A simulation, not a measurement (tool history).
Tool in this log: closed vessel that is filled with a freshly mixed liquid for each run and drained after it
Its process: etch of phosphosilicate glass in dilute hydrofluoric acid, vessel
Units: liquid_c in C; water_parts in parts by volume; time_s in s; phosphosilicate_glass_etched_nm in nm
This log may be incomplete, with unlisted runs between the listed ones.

run  hour  liquid_c  water_parts  time_s  phosphosilicate_glass_etched_nm
  1   0.0      23.0          265     100                           57.874
  2   5.2      23.0          225     100                           70.739
  3   7.6      24.0          220     100                           76.136
  4   8.1      24.5          215     100                           79.361
  5  10.1      25.0          210     100                           82.385
  6  16.5      25.0          120     100                          161.010

What does the tool deliver on the next run?
  7  20.6      21.0          120     100                                ?

{"run 7": {"phosphosilicate_glass_etched_nm": 138.24}}
